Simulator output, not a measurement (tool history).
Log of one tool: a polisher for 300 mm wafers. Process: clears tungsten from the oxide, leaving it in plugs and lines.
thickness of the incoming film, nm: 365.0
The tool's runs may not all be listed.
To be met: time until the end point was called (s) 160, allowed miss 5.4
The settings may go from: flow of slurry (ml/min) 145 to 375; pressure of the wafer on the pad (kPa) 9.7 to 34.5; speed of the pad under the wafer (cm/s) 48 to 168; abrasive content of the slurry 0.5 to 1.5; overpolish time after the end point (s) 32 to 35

run,hour,flow of slurry (ml/min),pressure of the wafer on the pad (kPa),speed of the pad under the wafer (cm/s),abrasive content of the slurry,overpolish time after the end point (s),time until the end point was called (s)
1,0,240,22.1,108,1,32,80.584
2,7.1,240,22.1,90,1,32,95.574
3,13.4,285,22.1,90,1,32,95.019
4,14.5,285,22.1,90,1,35,95.045
5,21.2,285,19.3,90,1,35,107.56
6,26.4,285,17.2,90,1,35,118.84
7,27.3,285,15.9,90,1,35,128.09
8,30.9,285,15.2,90,1,35,136.77
9,33.5,285,14.5,90,1,35,140.72
10,39.9,285,13.8,90,1,35,144.82
11,44.5,285,13.1,90,1,35,155.22
12,51,280,13.1,90,1,35,154.83

4 next moves are on the table. One of them brings every result within its allowed miss. Which?
A,57.5,355,12.4,106,0.6,34,?
B,57.5,285,12.4,92,1,34,?
C,57.5,270,12.4,102,0.9,35,?
D,57.5,230,15.2,88,0.8,32,?

move,time until the end point was called (s)
A,148.61
B,158.6
C,147.29
D,146.15
A: further off than the last run
B: meets every target
C: further off than the last run
D: further off than the last run
Move B is the one to make.
